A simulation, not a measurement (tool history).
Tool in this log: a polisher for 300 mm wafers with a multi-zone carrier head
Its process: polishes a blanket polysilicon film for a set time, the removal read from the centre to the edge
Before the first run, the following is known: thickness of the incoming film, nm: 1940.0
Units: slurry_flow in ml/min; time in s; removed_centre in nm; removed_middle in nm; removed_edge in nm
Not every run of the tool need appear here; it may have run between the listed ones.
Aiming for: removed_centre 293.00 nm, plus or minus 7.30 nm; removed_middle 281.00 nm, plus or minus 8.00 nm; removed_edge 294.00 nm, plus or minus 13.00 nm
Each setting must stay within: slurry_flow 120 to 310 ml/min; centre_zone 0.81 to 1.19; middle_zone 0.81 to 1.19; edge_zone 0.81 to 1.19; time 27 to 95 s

run,hour,slurry_flow,centre_zone,middle_zone,edge_zone,time,removed_centre,removed_middle,removed_edge
1,0.0,200,1.00,1.00,1.00,61,389.95,402.91,395.13
2,3.9,200,1.00,1.00,1.00,67,426.85,447.76,443.19
3,12.8,155,1.00,1.00,1.00,67,413.40,440.48,432.18
4,21.8,155,1.00,1.04,1.00,67,417.75,447.47,417.65
5,27.5,155,1.00,1.04,0.94,67,412.63,445.18,417.41
6,30.1,155,1.00,1.04,0.94,55,341.24,359.42,342.05
7,33.9,155,1.01,1.01,0.93,51,312.55,331.43,314.24
8,40.4,160,1.03,0.95,0.92,50,314.67,312.23,321.27
9,46.0,160,1.04,0.94,0.91,48,301.83,297.99,304.26
10,53.1,155,1.05,0.93,0.90,48,307.21,292.38,292.77

Pick the move, out of 5, that brings all results within their allowed miss; only one does.
A,60.2,190,0.93,0.87,1.03,51,?,?,?
B,60.2,160,1.04,0.90,0.96,50,?,?,?
C,60.2,120,1.04,0.92,1.03,51,?,?,?
D,60.2,195,0.99,0.88,0.90,46,?,?,?
E,60.2,160,0.90,0.87,1.03,51,?,?,?

move,removed_centre,removed_middle,removed_edge
A,309.59,304.15,328.74
B,319.09,299.06,309.60
C,311.45,297.98,314.48
D,291.85,277.40,283.86
E,296.08,297.83,323.69
A: misses by more than the last run did
B: misses by more than the last run did
C: misses by more than the last run did
D: in spec on every target
E: brings the last run's worst result on target, with another outside its allowed miss
The right move is D.

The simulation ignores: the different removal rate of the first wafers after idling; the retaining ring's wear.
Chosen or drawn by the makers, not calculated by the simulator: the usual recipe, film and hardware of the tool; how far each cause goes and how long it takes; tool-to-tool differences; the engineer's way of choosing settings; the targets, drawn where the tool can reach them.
